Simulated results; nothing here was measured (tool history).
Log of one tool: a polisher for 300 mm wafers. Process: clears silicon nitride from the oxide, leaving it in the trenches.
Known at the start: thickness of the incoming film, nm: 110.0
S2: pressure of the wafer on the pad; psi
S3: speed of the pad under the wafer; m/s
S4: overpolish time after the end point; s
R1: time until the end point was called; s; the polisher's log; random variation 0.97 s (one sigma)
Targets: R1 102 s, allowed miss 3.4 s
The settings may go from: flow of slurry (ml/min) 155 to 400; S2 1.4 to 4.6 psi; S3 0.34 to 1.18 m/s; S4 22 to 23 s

{"run": 1, "day": 0.0, "flow of slurry (ml/min)": 255, "S2": 3, "S3": 0.76, "S4": 22, "R1": 158}
{"run": 2, "day": 0.162, "flow of slurry (ml/min)": 255, "S2": 3.3, "S3": 0.76, "S4": 22, "R1": 147.92}
{"run": 3, "day": 0.329, "flow of slurry (ml/min)": 255, "S2": 3.3, "S3": 0.76, "S4": 23, "R1": 146.76}
{"run": 4, "day": 0.583, "flow of slurry (ml/min)": 255, "S2": 3.6, "S3": 0.76, "S4": 23, "R1": 135.54}
{"run": 5, "day": 0.912, "flow of slurry (ml/min)": 315, "S2": 3.6, "S3": 0.76, "S4": 23, "R1": 131.03}
{"run": 6, "day": 1.092, "flow of slurry (ml/min)": 315, "S2": 3.8, "S3": 0.76, "S4": 23, "R1": 126.21}
{"run": 7, "day": 1.342, "flow of slurry (ml/min)": 315, "S2": 3.8, "S3": 0.76, "S4": 23, "R1": 125.45}
{"run": 8, "day": 1.7, "flow of slurry (ml/min)": 320, "S2": 4.5, "S3": 0.76, "S4": 23, "R1": 107.45}

Which of these 5 next moves meets every target?
{"run": "A", "day": 2.058, "flow of slurry (ml/min)": 315, "S2": 4.4, "S3": 0.82, "S4": 22, "R1": "?"}
{"run": "B", "day": 2.058, "flow of slurry (ml/min)": 335, "S2": 4.4, "S3": 0.88, "S4": 23, "R1": "?"}
{"run": "C", "day": 2.058, "flow of slurry (ml/min)": 350, "S2": 4.6, "S3": 0.84, "S4": 23, "R1": "?"}
{"run": "D", "day": 2.058, "flow of slurry (ml/min)": 350, "S2": 4.6, "S3": 0.86, "S4": 23, "R1": "?"}
{"run": "E", "day": 2.058, "flow of slurry (ml/min)": 350, "S2": 4.5, "S3": 0.74, "S4": 22, "R1": "?"}

move=A R1=102.65
move=B R1=95.589
move=C R1=95.775
move=D R1=93.662
move=E R1=110.07
A: meets every target
B: takes the result that was furthest off past its target
C: takes the result that was furthest off past its target
D: takes the result that was furthest off past its target
E: further off than the last run
Move A is the one to make.
